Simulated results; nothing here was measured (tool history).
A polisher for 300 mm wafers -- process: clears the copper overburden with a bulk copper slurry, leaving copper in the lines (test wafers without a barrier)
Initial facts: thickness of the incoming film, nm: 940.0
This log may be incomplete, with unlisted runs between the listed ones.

run,hour,flow of slurry (ml/min),pressure of the wafer on the pad (psi),speed of the pad under the wafer (m/s),abrasive content of the slurry,overpolish time after the end point (s),time until the end point was called (s),dishing of a wide line in a test structure (angstrom)
1,0,230,3.4,1.1,1,30,79.504,1387.3
2,6.6,225,3.1,1.1,1,33,86.423,1396.7
3,9.2,175,3.1,1.1,1,33,88.921,1383.7
4,10.3,175,2.9,1.1,1,34,96.663,1314.2
5,11.6,170,2.8,1.1,1,35,98.777,1359.4
6,14.4,170,2.7,1.1,1,35,101.75,1287.4
7,19.2,165,2.6,1.1,1,36,108.87,1324.1
8,26.3,165,2.6,1.1,1,35,108.76,1250.2

Expected results for the next run?
9,27.3,165,2.6,1.1,1,36,?,?

{"run 9": {"time until the end point was called (s)": 107.03, "dishing of a wide line in a test structure (angstrom)": 1288.7}}

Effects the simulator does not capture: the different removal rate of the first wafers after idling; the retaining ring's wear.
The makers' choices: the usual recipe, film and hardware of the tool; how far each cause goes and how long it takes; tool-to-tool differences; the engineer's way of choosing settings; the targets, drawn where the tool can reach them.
